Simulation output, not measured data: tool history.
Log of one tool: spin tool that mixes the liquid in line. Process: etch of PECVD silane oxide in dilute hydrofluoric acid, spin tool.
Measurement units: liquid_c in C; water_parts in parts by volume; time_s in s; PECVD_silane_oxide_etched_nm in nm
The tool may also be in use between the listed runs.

run	hour	liquid_c	water_parts	time_s	PECVD_silane_oxide_etched_nm
1	0.0	23.0	120	220	33.844
2	2.8	24.0	115	220	36.044
3	8.9	22.5	115	220	34.727
4	15.1	23.5	110	220	37.724
5	20.1	24.5	110	220	39.528
6	25.2	21.0	110	220	34.350
7	30.6	22.0	110	220	35.792
8	34.8	23.0	110	220	36.674
9	43.2	24.0	110	220	38.132

Run 10, settings as shown, results not yet in. Your forecast:
10	50.2	25.0	110	220	?

Run 10 produced PECVD_silane_oxide_etched_nm 40.267 nm.
